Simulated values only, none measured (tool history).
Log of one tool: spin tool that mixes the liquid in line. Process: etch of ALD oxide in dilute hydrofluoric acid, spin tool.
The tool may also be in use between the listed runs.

run  hour  temperature setpoint of the liquid (°C)  parts of water to one part of 49 % hydrofluoric acid (parts by volume)  time under the liquid (s)  thickness taken off the ALD oxide on a monitor wafer (Å)
  1     0                                       24                                                                     235                         30                                                     14.86
  2   4.9                                       24                                                                     235                         30                                                    14.685
  3   7.1                                     27.5                                                                     235                         30                                                    16.811
  4   8.3                                       29                                                                     180                         30                                                    25.084
  5  10.4                                     26.5                                                                     180                         30                                                    22.637
  6  15.3                                       29                                                                     180                         30                                                    24.951
  7  20.3                                       32                                                                      85                         30                                                    66.812
  8  25.3                                     30.5                                                                      85                         30                                                    63.389
  9  30.8                                     28.5                                                                      85                         30                                                    57.829
 10  38.9                                       27                                                                      85                         30                                                    54.118
 11  40.9                                       26                                                                      85                         30                                                    54.413

Predict the results of run 12:
 12  44.4                                       22                                                                      95                         30                                                         ?

thickness taken off the ALD oxide on a monitor wafer (Å): 40.041

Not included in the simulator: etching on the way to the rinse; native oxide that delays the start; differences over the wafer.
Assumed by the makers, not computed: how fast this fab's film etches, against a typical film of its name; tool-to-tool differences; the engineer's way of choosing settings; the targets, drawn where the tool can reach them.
